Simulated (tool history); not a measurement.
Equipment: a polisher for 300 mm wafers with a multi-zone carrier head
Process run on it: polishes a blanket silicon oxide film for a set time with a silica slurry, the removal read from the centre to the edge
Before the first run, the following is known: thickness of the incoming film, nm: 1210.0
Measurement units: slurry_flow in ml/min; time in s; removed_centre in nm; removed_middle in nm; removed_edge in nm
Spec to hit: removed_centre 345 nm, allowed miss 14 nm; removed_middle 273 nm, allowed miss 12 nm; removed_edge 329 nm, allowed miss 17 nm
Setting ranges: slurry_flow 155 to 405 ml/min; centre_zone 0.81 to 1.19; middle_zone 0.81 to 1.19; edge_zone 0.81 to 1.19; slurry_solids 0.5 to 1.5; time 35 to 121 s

run  hour  slurry_flow  centre_zone  middle_zone  edge_zone  slurry_solids  time  removed_centre  removed_middle  removed_edge
  1     0          260            1            1          1              1    78          216.51          244.06        238.61
  2   4.6          260         1.07            1          1              1    78          230.92          244.16        252.14
  3     6          260         1.07            1          1              1    71          206.76          227.01        220.64
  4   9.8          260         1.07            1       1.06              1    71           204.6          218.67        229.34
  5  17.1          265         1.08         0.98       1.05           1.05    72          223.13          224.62        240.46
  6  25.9          265         1.08         0.98       1.01           1.05    72           219.3          228.18        239.44
  7  33.5          280         1.09         0.96       0.99            1.1    73          235.17           232.1        243.78
  8  35.9          280         1.09         0.96       0.99            1.1    73          235.06           237.4        247.43
  9  40.3          285          1.1         0.95       0.99           1.15    73          246.84          239.58        252.87
     47.8  -- centre zone pressure recalibrated
 10  47.8          285         1.11         0.94          1            1.2    73          285.98          243.58        262.08
 11  50.9          295          1.1         0.94       1.02            1.2    74          283.21          245.39        259.08
 12  54.5          280         1.11         0.94       1.02            1.2    75          292.44          248.81        261.32
 13  55.3          295         1.12         0.86       1.12           1.45    77          327.36          254.08        308.26

Exactly one of the 4 candidate moves below puts every result within its allowed miss. Which one?
  A  56.1          320         1.18         0.81       1.09            1.5    68               ?               ?             ?
  B  56.1          335         1.14         0.87       1.14            1.4    80               ?               ?             ?
  C  56.1          260         0.92         0.82       1.19           1.35    87               ?               ?             ?
  D  56.1          305         0.97         0.81       1.19           1.25    94               ?               ?             ?

move  removed_centre  removed_middle  removed_edge
   A          317.05          219.85         277.6
   B          351.85          267.64         325.1
   C          294.36          265.85        348.36
   D          330.05           279.2        368.09
A: its largest miss is bigger than the last run's
B: meets every target
C: brings the result that was furthest off to its target, and leaves another outside
D: brings the result that was furthest off to its target, and leaves another outside
So the answer is move B, the one that meets all the targets.
